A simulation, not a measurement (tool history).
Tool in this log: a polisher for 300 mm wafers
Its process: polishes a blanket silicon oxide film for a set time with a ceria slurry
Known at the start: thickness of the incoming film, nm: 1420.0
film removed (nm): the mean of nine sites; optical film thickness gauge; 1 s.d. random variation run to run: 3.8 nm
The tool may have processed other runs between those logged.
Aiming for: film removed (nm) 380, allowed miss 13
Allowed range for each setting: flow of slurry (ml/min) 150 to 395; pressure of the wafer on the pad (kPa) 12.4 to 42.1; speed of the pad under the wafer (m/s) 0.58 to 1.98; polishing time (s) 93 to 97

| run | hour | flow of slurry (ml/min) | pressure of the wafer on the pad (kPa) | speed of the pad under the wafer (m/s) | polishing time (s) | film removed (nm) |
|---|---|---|---|---|---|---|
| 1 | 0 | 250 | 26.9 | 1.28 | 93 | 698.68 |
| 2 | 2.5 | 250 | 23.4 | 1.26 | 93 | 599.33 |
| 3 | 11 | 250 | 23.4 | 1.26 | 93 | 605.54 |
| 4 | 15.7 | 250 | 20.7 | 1.24 | 93 | 522.65 |
| 5 | 18.1 | 250 | 24.8 | 1.24 | 93 | 623.17 |
| 6 | 23.3 | 250 | 22.1 | 1.24 | 93 | 559.86 |
| 7 | 29.6 | 250 | 20 | 1.24 | 93 | 507.53 |
| 8 | 35 | 250 | 18.6 | 1.24 | 93 | 468.31 |
| 9 | 42.2 | 250 | 17.2 | 1.24 | 93 | 439.51 |
| 10 | 51 | 250 | 16.5 | 1.24 | 93 | 415.63 |
| 11 | 57.2 | 245 | 13.8 | 1.24 | 93 | 356.74 |
| 12 | 57.7 | 245 | 13.8 | 1.24 | 93 | 353.78 |
| 13 | 60.6 | 255 | 13.8 | 1.24 | 93 | 354.83 |

Next run, 5 choices. One meets every target within its allowed miss, the rest don't. Which?
| A | 63.5 | 265 | 13.1 | 1.18 | 93 | ? |
| B | 63.5 | 205 | 13.1 | 1.22 | 97 | ? |
| C | 63.5 | 290 | 12.4 | 1.46 | 93 | ? |
| D | 63.5 | 295 | 13.8 | 1.16 | 96 | ? |
| E | 63.5 | 190 | 17.9 | 0.82 | 97 | ? |

| move | film removed (nm) |
|---|---|
| A | 324.44 |
| B | 340.4 |
| C | 382.27 |
| D | 349.05 |
| E | 310.04 |
A: further off than the last run
B: further off than the last run
C: every result within its allowed miss
D: further off than the last run
E: further off than the last run
The right move is C.
